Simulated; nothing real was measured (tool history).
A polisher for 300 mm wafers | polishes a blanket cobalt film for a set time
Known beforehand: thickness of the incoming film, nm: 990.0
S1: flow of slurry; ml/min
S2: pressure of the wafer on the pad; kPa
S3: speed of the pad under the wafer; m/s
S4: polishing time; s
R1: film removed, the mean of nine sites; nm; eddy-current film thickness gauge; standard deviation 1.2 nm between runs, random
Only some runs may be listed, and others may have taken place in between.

run	hour	S1	S2	S3	S4	R1
1	0	125	9.7	0.92	44	124.42
2	1.2	135	10.3	0.92	44	132.02
3	5.7	110	10.3	0.92	44	127.84
4	8.3	110	10.3	0.92	39	114.56
5	10.7	110	10.3	1.12	39	133.9
6	12.9	85	10.3	1.12	39	131.03
7	15.4	100	11	1.12	39	141.15
8	18.7	110	11	1.12	39	144.08

Run 9 comes next. What will it give?
9	25.8	120	11	1.12	39	?

{"run 9": {"R1": 145.2}}
